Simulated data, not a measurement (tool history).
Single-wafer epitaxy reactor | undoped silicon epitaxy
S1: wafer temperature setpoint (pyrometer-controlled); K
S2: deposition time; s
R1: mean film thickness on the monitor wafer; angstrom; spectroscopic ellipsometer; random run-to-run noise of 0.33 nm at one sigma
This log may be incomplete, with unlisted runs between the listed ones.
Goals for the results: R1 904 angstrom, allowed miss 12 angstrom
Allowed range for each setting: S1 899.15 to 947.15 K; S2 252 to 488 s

run  hour      S1   S2      R1
  1     0  923.15  370  718.75
  2   2.7  926.15  370  769.89
  3   3.2  928.15  370  798.03
  4   5.1  928.15  329  704.72
  5   6.1  928.15  281  599.04
  6  14.7  928.15  312  672.43
  7  23.6  932.15  312  726.33
  8  24.8  935.15  312  772.73
  9  33.6  937.15  312  805.36
 10  38.9  939.15  312  833.07
 11    47  940.15  312  853.86
 12  53.7  941.15  312  866.71
 13  57.8  942.15  312  885.79

Consider the 5 candidate settings below. Which is the only one whose results all fall within their allowed miss of target?
  A  61.9  940.15  320   ?
  B  61.9  943.15  304   ?
  C  61.9  947.15  274   ?
  D  61.9  945.15  299   ?
  E  61.9  940.15  312   ?

move      R1
   A  877.26
   B  884.05
   C  861.55
   D  904.21
   E  855.33
A: further off than the last run
B: further off than the last run
C: further off than the last run
D: each result inside its tolerance
E: further off than the last run
The move that meets every target is D.
